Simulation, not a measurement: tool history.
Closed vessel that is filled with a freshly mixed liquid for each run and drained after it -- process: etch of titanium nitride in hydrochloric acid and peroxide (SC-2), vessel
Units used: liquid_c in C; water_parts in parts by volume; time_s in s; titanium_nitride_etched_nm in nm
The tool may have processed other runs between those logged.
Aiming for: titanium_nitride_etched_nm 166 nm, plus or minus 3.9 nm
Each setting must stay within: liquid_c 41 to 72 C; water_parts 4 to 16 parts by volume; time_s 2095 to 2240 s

| run | day | liquid_c | water_parts | time_s | titanium_nitride_etched_nm |
|---|---|---|---|---|---|
| 1 | 0 | 57 | 9 | 2095 | 57.341 |
| 2 | 0.046 | 60.5 | 8.5 | 2095 | 74.879 |
| 3 | 0.242 | 63 | 8.5 | 2095 | 88.606 |
| 4 | 0.538 | 59.5 | 8.5 | 2095 | 70.549 |
| 5 | 0.904 | 62.5 | 8.5 | 2095 | 85.686 |
| 6 | 1.104 | 64.5 | 8.5 | 2095 | 96.814 |
| 7 | 1.417 | 66 | 8.5 | 2095 | 106.34 |
| 8 | 1.779 | 67.5 | 8.5 | 2095 | 115.02 |

Pick the move, out of 4, that brings all results within their allowed miss; only one does.
| A | 2.142 | 57.5 | 8 | 2095 | ? |
| B | 2.142 | 66.5 | 7.5 | 2190 | ? |
| C | 2.142 | 65 | 12 | 2105 | ? |
| D | 2.142 | 70 | 7 | 2195 | ? |

| move | titanium_nitride_etched_nm |
|---|---|
| A | 65.049 |
| B | 125.06 |
| C | 74.476 |
| D | 163.07 |
A: misses by more than the last run did
B: closes in on the targets versus the last run, not all within tolerance yet
C: misses by more than the last run did
D: all results land within tolerance of their targets
So the answer is move D, the one that meets all the targets.
